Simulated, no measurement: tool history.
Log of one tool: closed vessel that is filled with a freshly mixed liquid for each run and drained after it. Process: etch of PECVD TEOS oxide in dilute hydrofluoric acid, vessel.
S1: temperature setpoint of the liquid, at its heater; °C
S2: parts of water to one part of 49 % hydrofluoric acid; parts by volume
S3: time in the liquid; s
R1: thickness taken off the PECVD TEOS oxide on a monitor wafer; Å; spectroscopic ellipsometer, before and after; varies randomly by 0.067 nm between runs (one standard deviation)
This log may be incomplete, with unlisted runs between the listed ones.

run 1 hour=0 | S1=22 S2=70 S3=55 | R1=121.04
run 2 hour=7.7 | S1=20.5 S2=70 S3=55 | R1=113.17
run 3 hour=12.4 | S1=20 S2=75 S3=55 | R1=103.35
run 4 hour=16.6 | S1=19.5 S2=80 S3=55 | R1=94.792
run 5 hour=21.7 | S1=19 S2=85 S3=55 | R1=85.425
run 6 hour=27.2 | S1=17.5 S2=85 S3=55 | R1=82.533
run 7 hour=29.9 | S1=17.5 S2=90 S3=55 | R1=76.288
run 8 hour=33 | S1=17 S2=90 S3=55 | R1=74.633

Forecast run 9:
run 9 hour=40.3 | S1=17 S2=90 S3=50 | R1=?

For run 9 the tool returned R1 68.005 Å.

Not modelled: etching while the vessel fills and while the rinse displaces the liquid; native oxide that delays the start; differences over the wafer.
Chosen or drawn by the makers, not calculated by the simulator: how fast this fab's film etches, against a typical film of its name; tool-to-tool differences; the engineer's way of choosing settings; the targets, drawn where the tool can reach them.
